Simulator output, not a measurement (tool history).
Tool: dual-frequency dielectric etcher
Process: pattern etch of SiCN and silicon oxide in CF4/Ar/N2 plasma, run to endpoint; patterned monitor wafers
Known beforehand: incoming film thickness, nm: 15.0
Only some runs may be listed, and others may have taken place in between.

| run | day | source power (kW) | bias power (kW) | Ar flow (sccm) | CF4 flow (sccm) | endpoint time (s) |
|---|---|---|---|---|---|---|
| 1 | 0.000 | 0.540 | 0.091 | 102 | 76 | 13.731 |
| 2 | 0.333 | 0.540 | 0.091 | 102 | 81 | 13.517 |
| 3 | 0.692 | 0.540 | 0.091 | 114 | 81 | 13.834 |
| 4 | 0.846 | 0.490 | 0.087 | 115 | 81 | 15.121 |
| 5 | 1.192 | 0.490 | 0.075 | 115 | 81 | 15.974 |
| 6 | 1.342 | 0.490 | 0.075 | 115 | 68 | 16.513 |
| 7 | 1.367 | 0.450 | 0.075 | 115 | 68 | 17.742 |
| 8 | 1.638 | 0.420 | 0.075 | 115 | 68 | 18.860 |

Expected results for the next run?
| 9 | 1.917 | 0.350 | 0.074 | 115 | 68 | ? |

endpoint time (s): 21.663

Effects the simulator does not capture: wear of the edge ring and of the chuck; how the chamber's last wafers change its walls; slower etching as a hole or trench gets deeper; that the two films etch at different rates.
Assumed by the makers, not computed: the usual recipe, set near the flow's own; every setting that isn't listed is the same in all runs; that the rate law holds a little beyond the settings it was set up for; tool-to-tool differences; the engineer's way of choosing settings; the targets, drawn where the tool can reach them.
